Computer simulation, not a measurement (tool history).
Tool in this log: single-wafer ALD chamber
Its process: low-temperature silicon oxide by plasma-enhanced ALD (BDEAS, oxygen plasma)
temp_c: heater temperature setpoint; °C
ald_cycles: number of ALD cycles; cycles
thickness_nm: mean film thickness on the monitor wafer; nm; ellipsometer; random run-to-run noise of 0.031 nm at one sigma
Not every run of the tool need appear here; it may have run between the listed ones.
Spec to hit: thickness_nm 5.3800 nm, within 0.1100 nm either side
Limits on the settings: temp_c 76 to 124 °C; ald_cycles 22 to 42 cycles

run  hour  temp_c  ald_cycles  thickness_nm
  1   0.0     100          32        4.4194
  2   5.4     100          29        4.0611
  3  10.4     100          27        3.7699
  4  14.0      98          29        4.0284
  5  19.3     107          29        3.9710
  6  24.2     102          29        3.9957
  7  25.2     100          31        4.3062
  8  31.9      99          32        4.4917

Below are 5 possible settings for the next run. Only one of them brings all results inside the allowed miss of their targets. Which is it?
  A  38.6      82          37             ?
  B  38.6     103          41             ?
  C  38.6     103          37             ?
  D  38.6      98          36             ?
  E  38.6      94          40             ?

move  thickness_nm
   A        5.4350
   B        5.6696
   C        5.1165
   D        5.0338
   E        5.6637
A: meets every target
B: pushes the last run's worst result past its target
C: closes in on the targets versus the last run, not all within tolerance yet
D: closes in on the targets versus the last run, not all within tolerance yet
E: pushes the last run's worst result past its target
So the answer is move A, the one that meets all the targets.

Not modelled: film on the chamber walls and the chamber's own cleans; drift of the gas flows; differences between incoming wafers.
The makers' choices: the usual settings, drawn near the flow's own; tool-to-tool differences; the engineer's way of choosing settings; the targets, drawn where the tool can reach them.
